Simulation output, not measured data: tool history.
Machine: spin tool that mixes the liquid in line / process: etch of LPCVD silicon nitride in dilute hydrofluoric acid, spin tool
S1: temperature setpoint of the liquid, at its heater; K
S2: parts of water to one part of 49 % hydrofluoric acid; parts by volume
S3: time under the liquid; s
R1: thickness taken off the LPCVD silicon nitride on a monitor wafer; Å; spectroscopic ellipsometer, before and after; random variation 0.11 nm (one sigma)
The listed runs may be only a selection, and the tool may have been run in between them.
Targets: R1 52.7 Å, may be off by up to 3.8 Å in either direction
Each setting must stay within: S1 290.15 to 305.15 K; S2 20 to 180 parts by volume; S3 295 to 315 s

run  hour      S1   S2   S3      R1
  1     0  297.15  100  295  17.732
  2   4.3  297.15  100  295  17.948
  3   7.7  300.15  100  295  21.572
  4  14.7  300.15   85  295  26.094
  5  16.3  300.65   80  295  28.701
  6  20.6  302.15   80  295  30.407
  7  24.2  302.65   75  295  34.465
  8  29.5  302.65   70  295  35.703
  9  32.1  302.65   65  295  39.243

Exercise: of the 4 proposed moves below, exactly one satisfies all targets within the stated allowed misses. Which move is it?
  A  34.7  302.65  65  310   ?
  B  34.7  304.65  55  295   ?
  C  34.7  302.65  85  295   ?
  D  34.7  303.65  65  315   ?

move      R1
   A  41.329
   B   52.77
   C  30.093
   D  44.768
A: better than the last run, though not everything is in spec
B: every result within its allowed miss
C: the biggest miss grows against the last run
D: better than the last run, though not everything is in spec
B is the move that brings every result within its allowed miss.
